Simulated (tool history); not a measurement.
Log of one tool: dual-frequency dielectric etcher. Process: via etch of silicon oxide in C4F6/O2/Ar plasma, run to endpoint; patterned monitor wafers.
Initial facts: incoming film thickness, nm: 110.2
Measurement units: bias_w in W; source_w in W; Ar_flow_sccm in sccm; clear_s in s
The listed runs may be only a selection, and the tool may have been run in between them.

| run | hour | bias_w | source_w | Ar_flow_sccm | clear_s |
|---|---|---|---|---|---|
| 1 | 0 | 486 | 280 | 377 | 27.158 |
| 2 | 8.7 | 436 | 260 | 383 | 29.019 |
| 3 | 13.1 | 398 | 260 | 383 | 29.711 |
| 4 | 15.8 | 345 | 260 | 383 | 30.544 |
| 5 | 18.4 | 330 | 250 | 388 | 31.807 |
| 6 | 26.8 | 330 | 250 | 347 | 31.519 |
| 7 | 32 | 319 | 240 | 348 | 32.063 |
| 8 | 37.5 | 291 | 210 | 360 | 36.512 |
| 9 | 38.2 | 316 | 210 | 360 | 35.498 |
| 10 | 38.8 | 332 | 210 | 360 | 35.4 |

What will run 11 give?
| 11 | 43.4 | 396 | 220 | 357 | ? |

Logged for run 11: clear_s 33.098 s.
